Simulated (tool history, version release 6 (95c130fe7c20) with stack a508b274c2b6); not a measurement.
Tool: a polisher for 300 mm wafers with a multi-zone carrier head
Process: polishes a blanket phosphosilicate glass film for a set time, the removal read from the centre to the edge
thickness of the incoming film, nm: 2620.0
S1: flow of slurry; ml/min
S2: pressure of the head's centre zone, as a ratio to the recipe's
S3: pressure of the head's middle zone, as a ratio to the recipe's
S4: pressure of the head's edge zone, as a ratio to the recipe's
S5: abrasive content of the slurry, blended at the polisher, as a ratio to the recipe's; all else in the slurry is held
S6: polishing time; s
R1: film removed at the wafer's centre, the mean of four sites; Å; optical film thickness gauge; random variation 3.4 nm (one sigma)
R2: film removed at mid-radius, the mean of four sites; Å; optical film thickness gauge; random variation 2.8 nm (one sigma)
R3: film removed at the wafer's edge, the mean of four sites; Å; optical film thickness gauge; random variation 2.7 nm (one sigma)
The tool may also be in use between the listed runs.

{"run": 1, "day": 0.0, "S1": 185, "S2": 1.0, "S3": 1.0, "S4": 1.0, "S5": 1.0, "S6": 56, "R1": 5372.7, "R2": 5417.4, "R3": 5346.2}
{"run": 2, "day": 0.079, "S1": 225, "S2": 1.0, "S3": 1.0, "S4": 1.0, "S5": 1.0, "S6": 56, "R1": 5396.5, "R2": 5531.7, "R3": 5473.0}
{"run": 3, "day": 0.367, "S1": 225, "S2": 1.0, "S3": 1.0, "S4": 1.08, "S5": 1.0, "S6": 56, "R1": 5339.0, "R2": 5535.8, "R3": 5553.3}
{"run": 4, "day": 0.479, "S1": 220, "S2": 1.0, "S3": 1.01, "S4": 1.07, "S5": 0.95, "S6": 54, "R1": 5089.8, "R2": 5183.2, "R3": 5312.5}
{"run": 5, "day": 0.788, "S1": 220, "S2": 1.0, "S3": 1.01, "S4": 1.15, "S5": 0.95, "S6": 54, "R1": 5056.1, "R2": 5242.7, "R3": 5467.0}
{"run": 6, "day": 0.862, "S1": 220, "S2": 0.99, "S3": 1.02, "S4": 1.12, "S5": 0.9, "S6": 52, "R1": 4680.0, "R2": 4909.4, "R3": 5052.9}
{"run": 7, "day": 1.058, "S1": 220, "S2": 0.98, "S3": 1.03, "S4": 1.09, "S5": 0.85, "S6": 51, "R1": 4608.8, "R2": 4709.2, "R3": 4824.9}
{"run": 8, "day": 1.346, "S1": 225, "S2": 0.96, "S3": 1.05, "S4": 1.07, "S5": 0.85, "S6": 49, "R1": 4256.6, "R2": 4648.9, "R3": 4545.2}
{"run": 9, "day": 1.625, "S1": 225, "S2": 0.95, "S3": 1.05, "S4": 1.05, "S5": 0.8, "S6": 48, "R1": 3997.8, "R2": 4562.6, "R3": 4372.5}
{"run": 10, "day": 1.725, "S1": 220, "S2": 0.95, "S3": 1.05, "S4": 1.03, "S5": 0.75, "S6": 47, "R1": 3727.7, "R2": 4196.2, "R3": 4067.4}
{"run": 11, "day": 1.958, "S1": 170, "S2": 0.93, "S3": 1.13, "S4": 0.93, "S5": 0.6, "S6": 46, "R1": 3122.0, "R2": 3889.5, "R3": 3398.0}
{"run": 12, "day": 2.212, "S1": 165, "S2": 0.93, "S3": 1.12, "S4": 0.92, "S5": 0.6, "S6": 46, "R1": 3194.9, "R2": 3844.1, "R3": 3396.7}
{"run": 13, "day": 2.367, "S1": 165, "S2": 0.93, "S3": 1.12, "S4": 0.91, "S5": 0.6, "S6": 46, "R1": 3168.0, "R2": 3851.8, "R3": 3336.0}
{"run": 14, "day": 2.512, "S1": 160, "S2": 0.93, "S3": 1.11, "S4": 0.9, "S5": 0.6, "S6": 46, "R1": 3106.1, "R2": 3803.0, "R3": 3294.2}
{"run": 15, "day": 2.688, "S1": 155, "S2": 0.93, "S3": 1.1, "S4": 0.89, "S5": 0.6, "S6": 46, "R1": 3046.7, "R2": 3791.2, "R3": 3315.3}
{"run": 16, "day": 2.8, "S1": 155, "S2": 0.94, "S3": 1.1, "S4": 0.89, "S5": 0.6, "S6": 46, "R1": 3163.7, "R2": 3756.7, "R3": 3315.1}
{"run": 17, "day": 3.029, "S1": 155, "S2": 0.94, "S3": 1.1, "S4": 0.88, "S5": 0.6, "S6": 46, "R1": 3178.6, "R2": 3775.1, "R3": 3261.3}
{"run": 18, "day": 3.379, "S1": 155, "S2": 0.94, "S3": 1.09, "S4": 0.87, "S5": 0.6, "S6": 46, "R1": 3189.5, "R2": 3745.3, "R3": 3258.3}

Run 19 comes next. What will it give?
{"run": 19, "day": 3.638, "S1": 150, "S2": 0.94, "S3": 1.08, "S4": 0.87, "S5": 0.6, "S6": 46, "R1": "?", "R2": "?", "R3": "?"}

{"run 19": {"R1": 3176.3, "R2": 3617.2, "R3": 3293.8}}
